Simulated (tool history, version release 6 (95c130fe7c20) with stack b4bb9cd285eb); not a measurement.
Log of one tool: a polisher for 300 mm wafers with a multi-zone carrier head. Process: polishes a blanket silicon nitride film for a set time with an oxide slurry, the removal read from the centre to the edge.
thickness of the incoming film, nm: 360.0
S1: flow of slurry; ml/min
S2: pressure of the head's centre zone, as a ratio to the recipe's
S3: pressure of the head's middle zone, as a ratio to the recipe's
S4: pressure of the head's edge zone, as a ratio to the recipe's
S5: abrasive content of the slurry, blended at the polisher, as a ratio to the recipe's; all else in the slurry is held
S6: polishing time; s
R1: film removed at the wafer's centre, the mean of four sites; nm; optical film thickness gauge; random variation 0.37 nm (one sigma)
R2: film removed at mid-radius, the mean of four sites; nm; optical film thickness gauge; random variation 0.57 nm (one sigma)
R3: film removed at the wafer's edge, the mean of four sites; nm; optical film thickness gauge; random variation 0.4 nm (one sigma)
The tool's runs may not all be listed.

run,day,S1,S2,S3,S4,S5,S6,R1,R2,R3
1,0.000,260,1.00,1.00,1.00,1.0,64,50.148,47.554,48.838
2,0.075,260,1.00,1.00,1.05,1.0,64,50.424,47.595,50.738
3,0.242,255,0.99,1.00,1.02,1.0,64,49.689,47.060,49.971
4,0.388,255,0.99,1.07,1.02,1.0,64,49.872,50.848,49.079
5,0.733,215,0.99,1.07,1.02,1.0,64,48.101,48.912,49.758
6,0.967,215,0.98,1.07,1.00,1.0,64,47.509,50.574,49.126
7,1.304,205,0.95,0.99,0.90,0.8,64,40.037,40.875,41.089
8,1.529,210,0.95,1.00,0.90,0.8,64,39.775,40.249,40.979
9,1.742,215,0.95,1.02,0.90,0.8,64,39.586,41.132,41.309
10,1.808,215,0.96,1.04,0.90,0.8,64,40.418,41.700,40.991
11,1.962,215,0.96,1.05,0.90,0.8,64,39.864,41.914,41.197
12,2.158,220,0.96,1.06,0.90,0.8,64,40.726,43.584,41.329

Run 13 comes next. What will it give?
13,2.238,225,0.96,1.06,0.90,0.8,64,?,?,?

R1: 40.728 nm
R2: 43.540 nm
R3: 40.295 nm

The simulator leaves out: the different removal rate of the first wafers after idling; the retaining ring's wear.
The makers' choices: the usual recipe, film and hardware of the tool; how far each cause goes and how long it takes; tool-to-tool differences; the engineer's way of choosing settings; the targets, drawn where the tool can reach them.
